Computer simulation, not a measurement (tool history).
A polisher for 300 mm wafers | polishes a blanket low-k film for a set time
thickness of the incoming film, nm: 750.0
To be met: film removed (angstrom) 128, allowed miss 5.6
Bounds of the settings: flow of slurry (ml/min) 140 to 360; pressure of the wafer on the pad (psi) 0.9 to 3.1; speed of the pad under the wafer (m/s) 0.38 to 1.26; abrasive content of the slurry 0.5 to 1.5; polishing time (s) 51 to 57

run    day  flow of slurry (ml/min)  pressure of the wafer on the pad (psi)  speed of the pad under the wafer (m/s)  abrasive content of the slurry  polishing time (s)  film removed (angstrom)
  1      0                      230                                       2                                    0.82                               1                  57                   246.03
  2  0.125                      190                                       2                                    0.82                               1                  57                   235.15
  3  0.233                      190                                     1.9                                    0.82                               1                  57                   222.74
  4  0.583                      190                                     1.8                                    0.82                               1                  57                   213.91
  5  0.642                      190                                     1.5                                    0.82                               1                  57                   181.93
  6   0.85                      190                                     1.5                                    0.82                               1                  57                   181.88
  7  1.196                      190                                     1.4                                    0.82                               1                  57                   170.72
  8  1.412                      190                                     0.9                                     0.8                               1                  57                   109.73
  9  1.679                      190                                       1                                     0.8                               1                  57                   118.82
 10  1.979                      190                                       1                                     0.8                               1                  57                   121.95

4 next moves are on the table. One of them brings every result within its allowed miss. Which?
  A  2.279                      180                                       1                                    0.84                               1                  54                        ?
  B  2.279                      205                                     1.1                                    0.76                            1.05                  55                        ?
  C  2.279                      195                                     0.9                                    0.86                             1.1                  55                        ?
  D  2.279                      140                                     1.1                                    0.82                            1.25                  57                        ?

move  film removed (angstrom)
   A                   117.91
   B                   125.99
   C                   116.65
   D                   140.65
A: further off than the last run
B: meets every target
C: further off than the last run
D: takes the result that was furthest off past its target
The right move is B.
